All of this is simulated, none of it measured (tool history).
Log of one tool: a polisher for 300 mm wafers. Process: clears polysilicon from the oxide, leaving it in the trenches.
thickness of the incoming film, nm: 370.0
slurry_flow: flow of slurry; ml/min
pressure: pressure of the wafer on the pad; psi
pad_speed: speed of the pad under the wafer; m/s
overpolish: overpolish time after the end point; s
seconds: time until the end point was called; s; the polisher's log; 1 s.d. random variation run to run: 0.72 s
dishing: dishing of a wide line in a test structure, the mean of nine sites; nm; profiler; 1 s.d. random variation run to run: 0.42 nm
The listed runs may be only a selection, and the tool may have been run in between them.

run  hour  slurry_flow  pressure  pad_speed  overpolish  seconds  dishing
  1   0.0          180       1.9       1.26          14   35.439   38.536
  2   5.3          180       1.7       1.26          14   40.220   38.451
  3  12.3          180       1.5       1.26          13   44.526   37.132
  4  19.4          180       1.8       1.26          13   37.310   38.853
  5  24.3          180       2.2       1.26          13   30.348   39.170
  6  25.6          180       2.2       1.26          11   31.106   38.274

For run 7, what comes out?
  7  28.1          180       1.9       1.24          11        ?        ?

seconds: 36.826 s
dishing: 37.375 nm
